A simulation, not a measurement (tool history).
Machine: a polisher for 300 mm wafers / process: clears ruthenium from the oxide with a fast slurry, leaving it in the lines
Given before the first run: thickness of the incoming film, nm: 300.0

run  hour  flow of slurry (ml/min)  pressure of the wafer on the pad (kPa)  speed of the pad under the wafer (cm/s)  abrasive content of the slurry  overpolish time after the end point (s)  time until the end point was called (s)  dishing of a wide line in a test structure (angstrom)
  1   0.0                      175                                    20.7                                      112                            1.00                                       30                                   58.422                                                1044.80
  2   0.6                      175                                    20.7                                      112                            1.00                                       35                                   57.044                                                1177.40
  3   5.0                      175                                    20.7                                      112                            0.90                                       35                                   60.370                                                1155.20
  4   8.3                      170                                    18.6                                      100                            1.05                                       29                                   70.539                                                 875.02
  5  11.4                      165                                    17.2                                       92                            1.15                                       24                                   81.122                                                 670.92
  6  18.4                      160                                    15.9                                       90                            1.25                                       21                                   88.381                                                 562.25
  7  19.5                      165                                    15.2                                       90                            1.30                                       18                                   90.372                                                 484.37
  8  23.7                      170                                    14.5                                       90                            1.35                                       17                                   93.823                                                 444.97
  9  28.2                      175                                    13.8                                       90                            1.40                                       16                                   96.370                                                 410.76
 10  30.8                      180                                    13.8                                       90                            1.40                                       16                                   95.951                                                 409.76
 11  33.6                      190                                    13.8                                       90                            1.40                                       16                                   97.376                                                 410.55
 12  37.2                      190                                    13.1                                       90                            1.40                                        9                                  101.010                                                 226.32
 13  40.7                      175                                    13.1                                       88                            1.40                                        9                                  103.080                                                 225.18
 14  47.4                      175                                    13.1                                       88                            1.40                                        9                                  102.500                                                 224.64
 15  50.9                      175                                    13.1                                       88                            1.40                                        9                                  103.410                                                 221.71
 16  58.3                      175                                    13.8                                       84                            1.40                                       10                                  103.640                                                 250.15
 17  66.9                      175                                    14.5                                       82                            1.40                                       11                                  101.360                                                 278.64
 18  73.6                      170                                    14.5                                       80                            1.40                                       11                                  103.460                                                 271.63
 19  76.7                      165                                    15.2                                       78                            1.45                                       12                                  100.870                                                 302.31

Run 20, settings as shown, results not yet in. Your forecast:
 20  79.7                      165                                    15.2                                       78                            1.50                                       13                                        ?                                                      ?

{"run 20": {"time until the end point was called (s)": 100.4, "dishing of a wide line in a test structure (angstrom)": 323.1}}
